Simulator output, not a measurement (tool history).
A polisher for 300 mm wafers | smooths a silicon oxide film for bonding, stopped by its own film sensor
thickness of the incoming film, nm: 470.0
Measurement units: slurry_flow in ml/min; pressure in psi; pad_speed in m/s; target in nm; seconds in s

| run | day | slurry_flow | pressure | pad_speed | slurry_solids | target | seconds |
|---|---|---|---|---|---|---|---|
| 1 | 0.000 | 280 | 1.6 | 0.88 | 1.0 | 370 | 206.13 |
| 2 | 0.350 | 280 | 1.6 | 0.88 | 1.0 | 370 | 205.43 |
| 3 | 0.567 | 280 | 1.5 | 0.88 | 1.0 | 370 | 219.98 |
| 4 | 0.767 | 280 | 1.9 | 0.88 | 1.0 | 370 | 173.56 |
| 5 | 1.112 | 280 | 1.8 | 0.88 | 1.0 | 370 | 179.71 |
| 6 | 1.417 | 280 | 1.7 | 0.88 | 1.0 | 370 | 196.87 |
| 7 | 1.775 | 280 | 1.6 | 0.88 | 1.0 | 370 | 211.80 |
| 8 | 1.996 | 280 | 1.6 | 0.88 | 1.0 | 370 | 203.37 |
| 9 | 2.071 | 280 | 1.5 | 0.88 | 1.0 | 370 | 222.75 |

Forecast run 10:
| 10 | 2.371 | 280 | 1.3 | 0.88 | 1.0 | 370 | ? |

seconds: 252.44 s

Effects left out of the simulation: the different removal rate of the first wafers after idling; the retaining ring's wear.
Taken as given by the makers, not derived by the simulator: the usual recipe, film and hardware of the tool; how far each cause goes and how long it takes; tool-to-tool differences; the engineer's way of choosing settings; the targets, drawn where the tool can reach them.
